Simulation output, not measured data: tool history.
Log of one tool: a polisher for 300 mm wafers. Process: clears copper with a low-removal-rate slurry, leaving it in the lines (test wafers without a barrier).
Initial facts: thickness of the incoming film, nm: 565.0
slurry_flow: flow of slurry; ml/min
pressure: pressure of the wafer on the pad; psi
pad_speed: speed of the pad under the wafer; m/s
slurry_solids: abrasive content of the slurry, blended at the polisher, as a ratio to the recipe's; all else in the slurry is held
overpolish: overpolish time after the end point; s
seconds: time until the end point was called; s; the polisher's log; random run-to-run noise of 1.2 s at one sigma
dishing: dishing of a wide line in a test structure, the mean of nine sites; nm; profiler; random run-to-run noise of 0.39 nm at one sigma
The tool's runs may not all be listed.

run,hour,slurry_flow,pressure,pad_speed,slurry_solids,overpolish,seconds,dishing
1,0.0,180,3.0,1.18,1.0,10,174.76,23.793
2,3.6,180,3.0,1.18,0.8,10,187.38,22.194
3,7.1,180,3.3,1.18,0.8,10,169.83,24.122
4,8.8,180,3.3,1.18,0.8,14,170.54,32.483
5,12.9,180,2.8,1.18,0.8,14,196.11,27.219
6,20.3,185,2.9,1.18,0.8,13,192.47,26.932

Run 7 is up next; what results do you expect?
7,25.7,190,3.0,1.18,0.8,12,?,?

{"run 7": {"seconds": 184.69, "dishing": 26.073}}
